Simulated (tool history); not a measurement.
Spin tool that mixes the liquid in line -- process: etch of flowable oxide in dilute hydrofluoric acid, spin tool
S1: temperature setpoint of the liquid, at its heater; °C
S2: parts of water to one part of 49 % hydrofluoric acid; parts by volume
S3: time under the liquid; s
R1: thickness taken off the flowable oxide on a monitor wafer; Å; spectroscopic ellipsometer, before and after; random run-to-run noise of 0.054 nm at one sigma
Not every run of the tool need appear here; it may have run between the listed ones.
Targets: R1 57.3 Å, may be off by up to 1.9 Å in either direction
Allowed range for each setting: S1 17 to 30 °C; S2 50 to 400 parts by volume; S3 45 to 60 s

run 1 day=0 | S1=22 S2=225 S3=60 | R1=77.9
run 2 day=0.333 | S1=21.5 S2=230 S3=60 | R1=72.557
run 3 day=0.608 | S1=21 S2=230 S3=60 | R1=71.768
run 4 day=0.892 | S1=20.5 S2=230 S3=60 | R1=71.844
run 5 day=1.092 | S1=20 S2=235 S3=60 | R1=68.12
run 6 day=1.462 | S1=20 S2=190 S3=60 | R1=87.934
run 7 day=1.508 | S1=19.5 S2=195 S3=60 | R1=83.413
run 8 day=1.721 | S1=17 S2=255 S3=60 | R1=55.329

Which single option among these 4 for the next run brings every result within its allowed miss of target? Just one does.
run A day=1.933 | S1=17 S2=265 S3=60 | R1=?
run B day=1.933 | S1=18 S2=255 S3=60 | R1=?
run C day=1.933 | S1=17.5 S2=265 S3=60 | R1=?
run D day=1.933 | S1=20 S2=295 S3=60 | R1=?

move=A R1=52.152
move=B R1=56.814
move=C R1=53.164
move=D R1=51.075
A: the biggest miss grows against the last run
B: in spec on every target
C: the biggest miss grows against the last run
D: the biggest miss grows against the last run
B meets every target.

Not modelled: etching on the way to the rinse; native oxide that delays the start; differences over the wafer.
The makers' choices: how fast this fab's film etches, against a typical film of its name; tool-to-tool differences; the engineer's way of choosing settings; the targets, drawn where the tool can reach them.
